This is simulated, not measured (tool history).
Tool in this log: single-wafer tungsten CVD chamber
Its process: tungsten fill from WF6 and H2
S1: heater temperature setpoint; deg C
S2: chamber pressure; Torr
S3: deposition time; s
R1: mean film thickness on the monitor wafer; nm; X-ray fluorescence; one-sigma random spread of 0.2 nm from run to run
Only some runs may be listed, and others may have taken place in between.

run	hour	S1	S2	S3	R1
1	0	395	35.1	15.7	40.776
2	3.1	401	35.2	15.7	46.411
3	8.2	404	35.2	15.7	49.764
4	13.7	406	35.2	15.7	51.557
5	19.3	396	35.2	15.7	41.544
6	27.4	404	35.2	15.7	49.56

Predict the results of run 7:
# hour 32.7: thermocouple changed; heater temperature recalibrated
7	32.7	410	35.3	15.7	?

{"run 7": {"R1": 60.63}}

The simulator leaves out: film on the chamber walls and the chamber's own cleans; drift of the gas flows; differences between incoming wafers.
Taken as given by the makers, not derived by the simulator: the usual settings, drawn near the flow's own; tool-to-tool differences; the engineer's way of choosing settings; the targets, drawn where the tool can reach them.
